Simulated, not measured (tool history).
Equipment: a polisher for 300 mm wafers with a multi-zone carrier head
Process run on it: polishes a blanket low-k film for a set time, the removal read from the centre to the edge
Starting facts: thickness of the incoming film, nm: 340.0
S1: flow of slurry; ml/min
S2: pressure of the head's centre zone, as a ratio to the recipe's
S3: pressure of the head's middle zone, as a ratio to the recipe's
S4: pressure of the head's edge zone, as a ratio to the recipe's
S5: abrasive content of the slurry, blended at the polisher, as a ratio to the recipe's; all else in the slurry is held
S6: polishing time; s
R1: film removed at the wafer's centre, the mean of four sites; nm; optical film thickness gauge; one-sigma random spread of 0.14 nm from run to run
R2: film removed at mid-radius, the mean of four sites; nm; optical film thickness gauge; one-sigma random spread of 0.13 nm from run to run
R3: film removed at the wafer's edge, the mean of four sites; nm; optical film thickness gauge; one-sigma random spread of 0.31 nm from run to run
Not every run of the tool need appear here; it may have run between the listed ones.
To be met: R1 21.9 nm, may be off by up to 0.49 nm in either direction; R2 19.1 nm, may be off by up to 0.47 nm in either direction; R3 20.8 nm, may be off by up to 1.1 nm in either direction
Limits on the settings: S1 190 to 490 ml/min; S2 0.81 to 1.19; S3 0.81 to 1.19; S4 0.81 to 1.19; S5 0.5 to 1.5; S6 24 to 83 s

| run | hour | S1 | S2 | S3 | S4 | S5 | S6 | R1 | R2 | R3 |
|---|---|---|---|---|---|---|---|---|---|---|
| 1 | 0 | 315 | 1 | 1 | 1 | 1 | 53 | 16.906 | 17.011 | 17.046 |
| 2 | 5.9 | 315 | 1 | 1 | 1 | 1 | 43 | 13.745 | 13.628 | 13.395 |
| 3 | 12.9 | 315 | 1.03 | 1 | 1.04 | 1.1 | 44 | 15.146 | 14.762 | 14.574 |
| 4 | 13.4 | 315 | 1.05 | 0.98 | 1.07 | 1.2 | 45 | 16.293 | 15.351 | 15.966 |
| 5 | 16.1 | 320 | 1.07 | 0.98 | 1.09 | 1.25 | 46 | 17.631 | 15.754 | 16.829 |
| 6 | 21.6 | 320 | 1.08 | 0.99 | 1.11 | 1.3 | 47 | 18.236 | 16.583 | 17.822 |
| 7 | 24.6 | 330 | 1.1 | 1 | 1.13 | 1.35 | 47 | 18.746 | 16.899 | 17.768 |
| 8 | 27 | 325 | 1.11 | 1 | 1.14 | 1.4 | 48 | 19.825 | 17.665 | 18.428 |
| 9 | 31.5 | 330 | 1.11 | 1 | 1.15 | 1.4 | 49 | 19.97 | 17.759 | 19.556 |
| 10 | 35.7 | 335 | 1.12 | 1.01 | 1.16 | 1.4 | 49 | 20.216 | 18.234 | 19.723 |
| 11 | 38.8 | 345 | 1.13 | 1.01 | 1.17 | 1.4 | 49 | 20.664 | 18.121 | 20.036 |
| 12 | 41.9 | 360 | 1.14 | 1.02 | 1.17 | 1.4 | 49 | 20.9 | 18.396 | 19.48 |
| 13 | 45.4 | 365 | 1.14 | 1.01 | 1.18 | 1.45 | 49 | 21.209 | 18.646 | 19.962 |
|  | 51.9 | worn pad replaced by a new one |
| 14 | 51.9 | 360 | 1.14 | 1.01 | 1.18 | 1.45 | 49 | 22.854 | 19.957 | 21.786 |
| 15 | 54.4 | 360 | 1.14 | 1.01 | 1.18 | 1.45 | 49 | 22.612 | 19.865 | 21.534 |
| 16 | 55.3 | 355 | 1.14 | 1.01 | 1.18 | 1.45 | 49 | 22.675 | 20.101 | 21.704 |

4 next moves are on the table. One of them brings every result within its allowed miss. Which?
| A | 56.2 | 375 | 1.05 | 1.03 | 1.19 | 1.5 | 50 | ? | ? | ? |
| B | 56.2 | 265 | 1.03 | 0.85 | 1.19 | 1.45 | 54 | ? | ? | ? |
| C | 56.2 | 295 | 1.1 | 0.88 | 1.19 | 1.4 | 54 | ? | ? | ? |
| D | 56.2 | 360 | 1.14 | 1 | 1.19 | 1.45 | 47 | ? | ? | ? |

| move | R1 | R2 | R3 |
|---|---|---|---|
| A | 21.71 | 21.154 | 22.536 |
| B | 22.023 | 18.709 | 23.604 |
| C | 23.454 | 19.178 | 23.462 |
| D | 21.805 | 19.098 | 20.893 |
A: the biggest miss grows against the last run
B: brings the result that was furthest off to its target, and leaves another outside
C: brings the result that was furthest off to its target, and leaves another outside
D: every result lands within tolerance
So the answer is move D, the one that meets all the targets.
